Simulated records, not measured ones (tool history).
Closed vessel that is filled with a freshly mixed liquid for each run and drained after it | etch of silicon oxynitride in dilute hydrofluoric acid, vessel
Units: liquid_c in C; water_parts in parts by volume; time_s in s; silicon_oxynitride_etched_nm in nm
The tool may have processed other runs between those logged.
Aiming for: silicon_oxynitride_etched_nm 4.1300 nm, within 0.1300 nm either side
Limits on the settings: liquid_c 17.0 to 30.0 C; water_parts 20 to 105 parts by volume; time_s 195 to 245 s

run 1 hour=0.0 | liquid_c=22.0 water_parts=55 time_s=245 | silicon_oxynitride_etched_nm=6.1712
run 2 hour=8.5 | liquid_c=21.5 water_parts=55 time_s=245 | silicon_oxynitride_etched_nm=5.9867
run 3 hour=9.3 | liquid_c=21.5 water_parts=70 time_s=245 | silicon_oxynitride_etched_nm=4.6991
run 4 hour=12.9 | liquid_c=23.5 water_parts=70 time_s=245 | silicon_oxynitride_etched_nm=5.1722
run 5 hour=17.5 | liquid_c=23.0 water_parts=70 time_s=245 | silicon_oxynitride_etched_nm=5.0117
run 6 hour=26.2 | liquid_c=23.0 water_parts=70 time_s=245 | silicon_oxynitride_etched_nm=4.9427
run 7 hour=27.8 | liquid_c=22.5 water_parts=70 time_s=245 | silicon_oxynitride_etched_nm=4.9266
run 8 hour=36.0 | liquid_c=22.0 water_parts=70 time_s=245 | silicon_oxynitride_etched_nm=4.7585
run 9 hour=42.3 | liquid_c=21.5 water_parts=70 time_s=245 | silicon_oxynitride_etched_nm=4.6584
run 10 hour=50.9 | liquid_c=21.0 water_parts=70 time_s=245 | silicon_oxynitride_etched_nm=4.5515
run 11 hour=56.1 | liquid_c=20.5 water_parts=70 time_s=245 | silicon_oxynitride_etched_nm=4.5076
run 12 hour=58.2 | liquid_c=20.0 water_parts=70 time_s=245 | silicon_oxynitride_etched_nm=4.3701

Exercise: of the 5 proposed moves below, exactly one satisfies all targets within the stated allowed misses. Which move is it?
run A hour=60.3 | liquid_c=21.0 water_parts=60 time_s=210 | silicon_oxynitride_etched_nm=?
run B hour=60.3 | liquid_c=22.0 water_parts=65 time_s=195 | silicon_oxynitride_etched_nm=?
run C hour=60.3 | liquid_c=20.0 water_parts=65 time_s=245 | silicon_oxynitride_etched_nm=?
run D hour=60.3 | liquid_c=17.5 water_parts=50 time_s=210 | silicon_oxynitride_etched_nm=?
run E hour=60.3 | liquid_c=19.0 water_parts=65 time_s=215 | silicon_oxynitride_etched_nm=?

move=A silicon_oxynitride_etched_nm=4.6348
move=B silicon_oxynitride_etched_nm=4.1577
move=C silicon_oxynitride_etched_nm=4.7316
move=D silicon_oxynitride_etched_nm=4.6933
move=E silicon_oxynitride_etched_nm=3.9494
A: lands further from the targets than the last run did
B: hits every target within its allowed miss
C: lands further from the targets than the last run did
D: lands further from the targets than the last run did
E: carries the result that was furthest off beyond its target, to the other side
B is the move that brings every result within its allowed miss.
